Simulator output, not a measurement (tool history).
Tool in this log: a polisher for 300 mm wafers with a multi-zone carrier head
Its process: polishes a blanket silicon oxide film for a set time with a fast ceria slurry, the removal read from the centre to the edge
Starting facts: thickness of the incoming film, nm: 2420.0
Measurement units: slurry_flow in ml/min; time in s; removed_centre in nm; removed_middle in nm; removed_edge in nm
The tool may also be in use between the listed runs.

Run 1, hour 0.0: slurry_flow 240 ml/min, centre_zone 1.00, middle_zone 1.00, edge_zone 1.00, time 43 s. Result: removed_centre 276.60 nm, removed_middle 271.05 nm, removed_edge 270.10 nm.
Run 2, hour 8.5: slurry_flow 240 ml/min, centre_zone 1.00, middle_zone 0.92, edge_zone 1.00, time 43 s. Result: removed_centre 278.81 nm, removed_middle 256.44 nm, removed_edge 270.56 nm.
Run 3, hour 9.9: slurry_flow 255 ml/min, centre_zone 0.98, middle_zone 0.93, edge_zone 1.05, time 44 s. Result: removed_centre 279.55 nm, removed_middle 270.29 nm, removed_edge 281.77 nm.
Run 4, hour 13.6: slurry_flow 255 ml/min, centre_zone 0.98, middle_zone 0.93, edge_zone 1.05, time 48 s. Result: removed_centre 305.43 nm, removed_middle 292.53 nm, removed_edge 309.57 nm.
Run 5, hour 16.9: slurry_flow 255 ml/min, centre_zone 0.98, middle_zone 0.86, edge_zone 1.05, time 48 s. Result: removed_centre 310.93 nm, removed_middle 277.34 nm, removed_edge 313.27 nm.
Run 6, hour 25.3: slurry_flow 255 ml/min, centre_zone 1.04, middle_zone 0.86, edge_zone 1.05, time 48 s. Result: removed_centre 325.39 nm, removed_middle 279.17 nm, removed_edge 311.26 nm.

Run 7 has not been measured yet. What should we expect?
Run 7, hour 33.1: slurry_flow 240 ml/min, centre_zone 1.00, middle_zone 0.88, edge_zone 1.07, time 49 s. Result: removed_centre ?, removed_middle ?, removed_edge ?.

{"run 7": {"removed_centre": 318.09, "removed_middle": 288.95, "removed_edge": 322.26}}
